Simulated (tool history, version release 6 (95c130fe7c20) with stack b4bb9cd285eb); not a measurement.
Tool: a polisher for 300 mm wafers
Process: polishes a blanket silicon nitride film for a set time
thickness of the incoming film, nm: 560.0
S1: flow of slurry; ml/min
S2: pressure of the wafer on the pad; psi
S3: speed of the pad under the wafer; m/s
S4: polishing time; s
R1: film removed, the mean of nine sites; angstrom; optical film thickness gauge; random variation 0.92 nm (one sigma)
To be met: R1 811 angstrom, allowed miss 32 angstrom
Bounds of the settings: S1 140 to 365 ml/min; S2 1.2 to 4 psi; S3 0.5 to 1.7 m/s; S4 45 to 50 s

run  hour   S1   S2   S3  S4      R1
  1     0  235  2.6  1.1  50  580.75
  2   0.8  270  2.6  1.1  50  588.38
  3   5.2  270  2.8  1.1  50  636.95
  4  11.6  240  2.8  1.1  50  623.35
  5  20.5  240  2.8  1.1  45   574.3
  6  24.8  240  3.1  1.1  45   636.2
  7  33.4  240  3.2  1.1  45  636.23
  8  40.6  240  3.4  1.1  45  679.46
  9    42  240  3.5  1.1  45  708.85
     47.8  -- head pressure recalibrated
 10  47.8  240  3.6  1.1  45  772.43

4 next moves are on the table. One of them brings every result within its allowed miss. Which?
  A  53.6  320  3.6  1.12  50   ?
  B  53.6  270  3.9  1.22  45   ?
  C  53.6  240  2.6  1.66  48   ?
  D  53.6  300  3.9  1.08  47   ?

move      R1
   A  880.13
   B  895.99
   C  791.47
   D   868.3
A: takes the result that was furthest off past its target
B: takes the result that was furthest off past its target
C: meets every target
D: takes the result that was furthest off past its target
Move C is the one to make.
